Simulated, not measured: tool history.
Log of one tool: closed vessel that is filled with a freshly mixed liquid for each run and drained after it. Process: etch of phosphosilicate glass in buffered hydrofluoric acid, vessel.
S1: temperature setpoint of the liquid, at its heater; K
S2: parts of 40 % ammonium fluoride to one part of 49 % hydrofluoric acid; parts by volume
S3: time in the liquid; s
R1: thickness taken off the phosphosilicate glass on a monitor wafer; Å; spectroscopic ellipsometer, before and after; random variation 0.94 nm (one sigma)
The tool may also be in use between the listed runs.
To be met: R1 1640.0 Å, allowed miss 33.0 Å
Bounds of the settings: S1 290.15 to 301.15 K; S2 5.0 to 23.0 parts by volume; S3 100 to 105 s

| run | hour | S1 | S2 | S3 | R1 |
|---|---|---|---|---|---|
| 1 | 0.0 | 293.15 | 14.0 | 100 | 2374.1 |
| 2 | 2.6 | 295.65 | 14.0 | 100 | 2706.1 |
| 3 | 6.2 | 292.65 | 14.0 | 100 | 2337.7 |
| 4 | 12.4 | 292.65 | 14.0 | 105 | 2445.6 |
| 5 | 16.9 | 292.65 | 14.0 | 100 | 2333.9 |
| 6 | 25.0 | 292.65 | 12.0 | 100 | 2691.0 |
|  | 28.2 | thermometer replaced |
| 7 | 28.2 | 290.15 | 16.5 | 100 | 1870.7 |
| 8 | 30.1 | 290.15 | 17.0 | 100 | 1817.6 |

Which of these 4 next moves meets every target?
| A | 32.0 | 290.65 | 20.5 | 105 | ? |
| B | 32.0 | 290.15 | 18.0 | 100 | ? |
| C | 32.0 | 292.15 | 20.5 | 100 | ? |
| D | 32.0 | 291.65 | 19.5 | 100 | ? |

| move | R1 |
|---|---|
| A | 1667.9 |
| B | 1742.7 |
| C | 1729.8 |
| D | 1753.7 |
A: meets every target
B: nearer than the last run, and not there yet
C: nearer than the last run, and not there yet
D: nearer than the last run, and not there yet
The right move is A.
